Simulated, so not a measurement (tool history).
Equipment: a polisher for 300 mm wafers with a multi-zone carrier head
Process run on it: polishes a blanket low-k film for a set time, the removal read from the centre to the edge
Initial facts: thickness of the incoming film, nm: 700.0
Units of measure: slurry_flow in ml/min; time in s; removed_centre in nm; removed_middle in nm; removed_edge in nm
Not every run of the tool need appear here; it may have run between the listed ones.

run 1 hour=0.0 | slurry_flow=175 centre_zone=1.00 middle_zone=1.00 edge_zone=1.00 slurry_solids=1.00 time=59 | removed_centre=25.693 removed_middle=26.620 removed_edge=26.724
run 2 hour=8.5 | slurry_flow=175 centre_zone=0.95 middle_zone=1.00 edge_zone=1.00 slurry_solids=1.00 time=59 | removed_centre=24.641 removed_middle=26.923 removed_edge=27.230
run 3 hour=15.6 | slurry_flow=195 centre_zone=0.95 middle_zone=1.00 edge_zone=1.00 slurry_solids=1.00 time=59 | removed_centre=25.126 removed_middle=26.899 removed_edge=27.453
run 4 hour=24.3 | slurry_flow=225 centre_zone=0.95 middle_zone=1.00 edge_zone=1.00 slurry_solids=1.00 time=59 | removed_centre=25.226 removed_middle=26.953 removed_edge=27.619
run 5 hour=25.6 | slurry_flow=225 centre_zone=0.96 middle_zone=0.99 edge_zone=0.98 slurry_solids=0.95 time=59 | removed_centre=25.320 removed_middle=26.799 removed_edge=27.250
run 6 hour=27.5 | slurry_flow=225 centre_zone=0.96 middle_zone=0.92 edge_zone=0.98 slurry_solids=0.95 time=59 | removed_centre=25.290 removed_middle=25.150 removed_edge=26.845
run 7 hour=34.3 | slurry_flow=225 centre_zone=0.97 middle_zone=0.91 edge_zone=0.96 slurry_solids=0.90 time=59 | removed_centre=24.809 removed_middle=24.507 removed_edge=25.676

Run 8, settings as shown, results not yet in. Your forecast:
run 8 hour=35.5 | slurry_flow=185 centre_zone=0.97 middle_zone=0.81 edge_zone=0.86 slurry_solids=0.65 time=58 | removed_centre=? removed_middle=? removed_edge=?

{"run 8": {"removed_centre": 19.823, "removed_middle": 17.696, "removed_edge": 19.905}}

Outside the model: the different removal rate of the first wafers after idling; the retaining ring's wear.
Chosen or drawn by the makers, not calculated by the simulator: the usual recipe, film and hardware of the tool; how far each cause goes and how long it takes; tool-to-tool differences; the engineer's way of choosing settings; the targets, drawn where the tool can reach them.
